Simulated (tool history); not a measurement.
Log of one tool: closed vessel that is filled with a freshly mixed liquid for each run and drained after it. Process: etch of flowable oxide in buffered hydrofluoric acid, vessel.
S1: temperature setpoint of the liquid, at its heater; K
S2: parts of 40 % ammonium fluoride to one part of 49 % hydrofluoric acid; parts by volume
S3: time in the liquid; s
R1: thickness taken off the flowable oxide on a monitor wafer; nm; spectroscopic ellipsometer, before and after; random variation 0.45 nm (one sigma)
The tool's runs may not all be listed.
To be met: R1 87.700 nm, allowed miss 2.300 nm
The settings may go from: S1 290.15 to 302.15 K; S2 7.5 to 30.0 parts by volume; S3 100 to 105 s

{"run": 1, "day": 0.0, "S1": 294.15, "S2": 20.5, "S3": 100, "R1": 114.07}
{"run": 2, "day": 0.2, "S1": 294.15, "S2": 20.5, "S3": 100, "R1": 114.34}
{"run": 3, "day": 0.446, "S1": 293.65, "S2": 20.5, "S3": 100, "R1": 111.66}
{"run": 4, "day": 0.483, "S1": 291.65, "S2": 20.5, "S3": 100, "R1": 98.438}
{"run": 5, "day": 0.842, "S1": 290.15, "S2": 20.5, "S3": 100, "R1": 90.837}
{"run": 6, "day": 1.054, "S1": 290.15, "S2": 18.0, "S3": 100, "R1": 100.18}
{"run": 7, "day": 1.371, "S1": 290.15, "S2": 18.5, "S3": 100, "R1": 97.673}
{"run": 8, "day": 1.55, "S1": 290.15, "S2": 19.0, "S3": 100, "R1": 96.938}
{"run": 9, "day": 1.921, "S1": 290.15, "S2": 19.5, "S3": 100, "R1": 94.284}
{"day": 2.154, "done": "hydrofluoric acid flow meter replaced"}
{"run": 10, "day": 2.154, "S1": 290.15, "S2": 20.0, "S3": 100, "R1": 97.987}
{"run": 11, "day": 2.312, "S1": 290.15, "S2": 21.0, "S3": 100, "R1": 95.328}
{"run": 12, "day": 2.592, "S1": 290.15, "S2": 22.0, "S3": 100, "R1": 91.492}
{"run": 13, "day": 2.921, "S1": 290.15, "S2": 22.0, "S3": 100, "R1": 91.082}

Which of these 5 next moves meets every target?
{"run": "A", "day": 3.25, "S1": 290.15, "S2": 22.5, "S3": 105, "R1": "?"}
{"run": "B", "day": 3.25, "S1": 293.15, "S2": 29.5, "S3": 105, "R1": "?"}
{"run": "C", "day": 3.25, "S1": 290.65, "S2": 23.0, "S3": 105, "R1": "?"}
{"run": "D", "day": 3.25, "S1": 290.65, "S2": 26.0, "S3": 105, "R1": "?"}
{"run": "E", "day": 3.25, "S1": 291.15, "S2": 24.5, "S3": 105, "R1": "?"}

move=A R1=94.742
move=B R1=93.148
move=C R1=96.021
move=D R1=88.206
move=E R1=94.573
A: further off than the last run
B: further off than the last run
C: further off than the last run
D: meets every target
E: further off than the last run
The right move is D.

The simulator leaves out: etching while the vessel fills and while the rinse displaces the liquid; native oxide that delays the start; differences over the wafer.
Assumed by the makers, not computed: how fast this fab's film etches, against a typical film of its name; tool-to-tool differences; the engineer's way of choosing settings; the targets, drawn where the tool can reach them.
